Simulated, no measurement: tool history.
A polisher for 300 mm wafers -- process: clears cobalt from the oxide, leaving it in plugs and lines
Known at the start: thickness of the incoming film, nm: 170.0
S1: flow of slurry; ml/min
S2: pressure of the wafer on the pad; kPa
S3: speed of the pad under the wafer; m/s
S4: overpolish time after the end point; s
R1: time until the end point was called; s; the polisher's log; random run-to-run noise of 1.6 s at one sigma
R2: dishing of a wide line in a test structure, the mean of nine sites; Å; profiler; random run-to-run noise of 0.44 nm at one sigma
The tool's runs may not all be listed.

Run 1, hour 0.0: S1 155 ml/min, S2 11.0 kPa, S3 0.86 m/s, S4 19 s. Result: R1 52.756 s, R2 408.76 Å.
Run 2, hour 7.6: S1 155 ml/min, S2 11.0 kPa, S3 0.86 m/s, S4 14 s. Result: R1 52.344 s, R2 331.42 Å.
Run 3, hour 8.1: S1 155 ml/min, S2 9.7 kPa, S3 0.84 m/s, S4 16 s. Result: R1 60.652 s, R2 331.56 Å.
Run 4, hour 14.1: S1 155 ml/min, S2 9.0 kPa, S3 0.82 m/s, S4 17 s. Result: R1 67.043 s, R2 331.20 Å.
Run 5, hour 20.9: S1 155 ml/min, S2 6.2 kPa, S3 0.82 m/s, S4 17 s. Result: R1 95.882 s, R2 248.58 Å.
Run 6, hour 26.5: S1 155 ml/min, S2 6.2 kPa, S3 0.82 m/s, S4 21 s. Result: R1 94.082 s, R2 293.67 Å.
Run 7, hour 35.2: S1 155 ml/min, S2 6.2 kPa, S3 0.82 m/s, S4 21 s. Result: R1 96.196 s, R2 300.71 Å.
Run 8, hour 39.3: S1 155 ml/min, S2 6.2 kPa, S3 0.82 m/s, S4 22 s. Result: R1 95.658 s, R2 307.95 Å.

Expected results for the next run?
Run 9, hour 40.9: S1 150 ml/min, S2 6.2 kPa, S3 0.82 m/s, S4 24 s. Result: R1 ?, R2 ?.

{"run 9": {"R1": 97.655, "R2": 327.4}}
